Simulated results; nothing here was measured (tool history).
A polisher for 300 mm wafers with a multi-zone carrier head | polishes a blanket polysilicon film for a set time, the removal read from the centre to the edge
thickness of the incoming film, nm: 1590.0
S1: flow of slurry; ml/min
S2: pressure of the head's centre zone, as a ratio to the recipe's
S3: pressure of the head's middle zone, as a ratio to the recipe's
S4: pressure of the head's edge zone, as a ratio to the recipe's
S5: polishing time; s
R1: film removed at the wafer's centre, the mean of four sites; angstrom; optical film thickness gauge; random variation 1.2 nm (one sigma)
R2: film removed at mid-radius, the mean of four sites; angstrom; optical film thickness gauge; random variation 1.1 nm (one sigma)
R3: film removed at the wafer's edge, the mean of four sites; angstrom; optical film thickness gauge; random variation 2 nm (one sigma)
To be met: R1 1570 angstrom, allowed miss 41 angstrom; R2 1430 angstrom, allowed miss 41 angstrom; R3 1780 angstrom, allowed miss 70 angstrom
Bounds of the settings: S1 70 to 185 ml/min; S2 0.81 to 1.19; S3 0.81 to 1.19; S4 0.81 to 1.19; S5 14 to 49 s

Run 1, hour 0: S1 120 ml/min, S2 1, S3 1, S4 1, S5 31 s. Result: R1 1970.9 angstrom, R2 1907.5 angstrom, R3 1828.8 angstrom.
Run 2, hour 6.6: S1 105 ml/min, S2 0.97, S3 0.93, S4 1.04, S5 31 s. Result: R1 1875.1 angstrom, R2 1785.1 angstrom, R3 1854 angstrom.
Run 3, hour 8.9: S1 105 ml/min, S2 0.97, S3 0.93, S4 0.95, S5 31 s. Result: R1 1861.9 angstrom, R2 1746.8 angstrom, R3 1753 angstrom.
Run 4, hour 11.3: S1 105 ml/min, S2 1.04, S3 0.93, S4 0.95, S5 31 s. Result: R1 1965.3 angstrom, R2 1744.1 angstrom, R3 1772.5 angstrom.
Run 5, hour 12.6: S1 105 ml/min, S2 0.97, S3 0.93, S4 0.95, S5 31 s. Result: R1 1866 angstrom, R2 1779.4 angstrom, R3 1771.3 angstrom.
Run 6, hour 19.9: S1 95 ml/min, S2 0.96, S3 0.89, S4 1.02, S5 30 s. Result: R1 1745 angstrom, R2 1626.5 angstrom, R3 1751.1 angstrom.
Run 7, hour 27.3: S1 85 ml/min, S2 0.95, S3 0.86, S4 1.06, S5 30 s. Result: R1 1681.4 angstrom, R2 1529.1 angstrom, R3 1771.9 angstrom.
Run 8, hour 29.8: S1 80 ml/min, S2 0.94, S3 0.85, S4 1.07, S5 30 s. Result: R1 1631.2 angstrom, R2 1472.2 angstrom, R3 1729.8 angstrom.

4 next moves are on the table. One of them brings every result within its allowed miss. Which?
Run A, hour 32.3: S1 70 ml/min, S2 0.93, S3 0.85, S4 1.1, S5 28 s. Result: R1 ?, R2 ?, R3 ?.
Run B, hour 32.3: S1 90 ml/min, S2 0.92, S3 0.92, S4 1.05, S5 28 s. Result: R1 ?, R2 ?, R3 ?.
Run C, hour 32.3: S1 70 ml/min, S2 0.89, S3 0.81, S4 1.13, S5 31 s. Result: R1 ?, R2 ?, R3 ?.
Run D, hour 32.3: S1 70 ml/min, S2 0.87, S3 0.82, S4 1.09, S5 29 s. Result: R1 ?, R2 ?, R3 ?.

move      R1      R2      R3
   A  1480.2  1350.3    1610
   B  1569.7  1526.5  1638.8
   C  1583.1  1437.4  1803.3
   D  1455.2  1358.4  1661.9
A: takes the result that was furthest off past its target
B: brings the result that was furthest off to its target, and leaves another outside
C: meets every target
D: takes the result that was furthest off past its target
Move C is the one to make.
